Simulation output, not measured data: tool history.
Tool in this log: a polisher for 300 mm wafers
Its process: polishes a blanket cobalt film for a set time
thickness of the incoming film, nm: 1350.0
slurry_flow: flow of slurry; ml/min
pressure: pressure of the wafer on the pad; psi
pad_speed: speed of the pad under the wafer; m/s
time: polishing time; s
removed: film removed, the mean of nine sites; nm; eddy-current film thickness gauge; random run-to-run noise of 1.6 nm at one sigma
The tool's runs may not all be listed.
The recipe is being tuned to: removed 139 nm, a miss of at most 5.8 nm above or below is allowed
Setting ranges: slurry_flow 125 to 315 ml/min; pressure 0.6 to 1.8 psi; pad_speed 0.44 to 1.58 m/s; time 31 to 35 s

Run 1, hour 0: slurry_flow 205 ml/min, pressure 1.2 psi, pad_speed 1 m/s, time 35 s. Result: removed 100.17 nm.
Run 2, hour 3.2: slurry_flow 175 ml/min, pressure 1.2 psi, pad_speed 1 m/s, time 35 s. Result: removed 99.59 nm.
Run 3, hour 8.9: slurry_flow 175 ml/min, pressure 1.2 psi, pad_speed 1 m/s, time 35 s. Result: removed 97.956 nm.
Run 4, hour 10: slurry_flow 175 ml/min, pressure 1.3 psi, pad_speed 1 m/s, time 35 s. Result: removed 103.62 nm.
Run 5, hour 12.3: slurry_flow 155 ml/min, pressure 1.3 psi, pad_speed 1 m/s, time 35 s. Result: removed 104.35 nm.
Run 6, hour 15: slurry_flow 155 ml/min, pressure 1.3 psi, pad_speed 0.84 m/s, time 35 s. Result: removed 88.772 nm.
Run 7, hour 19.6: slurry_flow 155 ml/min, pressure 1.4 psi, pad_speed 0.86 m/s, time 35 s. Result: removed 99.768 nm.
Run 8, hour 25.1: slurry_flow 155 ml/min, pressure 1.5 psi, pad_speed 0.86 m/s, time 35 s. Result: removed 104.14 nm.
Run 9, hour 32.7: slurry_flow 155 ml/min, pressure 1.6 psi, pad_speed 0.88 m/s, time 35 s. Result: removed 113.14 nm.

Exercise: of the 4 proposed moves below, exactly one satisfies all targets within the stated allowed misses. Which move is it?
Run A, hour 40.3: slurry_flow 130 ml/min, pressure 1.5 psi, pad_speed 1.1 m/s, time 35 s. Result: removed ?.
Run B, hour 40.3: slurry_flow 170 ml/min, pressure 1.7 psi, pad_speed 1 m/s, time 35 s. Result: removed ?.
Run C, hour 40.3: slurry_flow 130 ml/min, pressure 1.8 psi, pad_speed 0.9 m/s, time 35 s. Result: removed ?.
Run D, hour 40.3: slurry_flow 180 ml/min, pressure 1.6 psi, pad_speed 1.18 m/s, time 35 s. Result: removed ?.

move  removed
   A   125.75
   B   138.24
   C   126.27
   D   152.13
A: closes in on the targets versus the last run, not all within tolerance yet
B: meets every target
C: closes in on the targets versus the last run, not all within tolerance yet
D: takes the result that was furthest off past its target
B meets every target.
